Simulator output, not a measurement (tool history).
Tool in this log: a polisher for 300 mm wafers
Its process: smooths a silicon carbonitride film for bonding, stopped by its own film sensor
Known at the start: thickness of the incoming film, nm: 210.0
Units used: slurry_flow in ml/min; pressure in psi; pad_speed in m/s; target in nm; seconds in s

| run | day | slurry_flow | pressure | pad_speed | slurry_solids | target | seconds |
|---|---|---|---|---|---|---|---|
| 1 | 0.000 | 150 | 2.2 | 0.80 | 1.0 | 186 | 116.810 |
| 2 | 0.050 | 150 | 2.2 | 0.66 | 1.0 | 186 | 135.480 |
| 3 | 0.271 | 125 | 2.2 | 0.66 | 1.0 | 186 | 138.550 |
| 4 | 0.362 | 125 | 2.7 | 0.66 | 1.0 | 186 | 115.980 |
| 5 | 0.650 | 130 | 2.9 | 0.66 | 1.0 | 186 | 109.630 |
| 6 | 0.996 | 165 | 2.9 | 0.66 | 1.0 | 186 | 101.680 |
| 7 | 1.133 | 170 | 3.0 | 0.66 | 1.0 | 186 | 98.033 |

Run 8 comes next. What will it give?
| 8 | 1.446 | 175 | 3.1 | 0.66 | 1.0 | 186 | ? |

Run 8 yielded seconds 94.736 s.
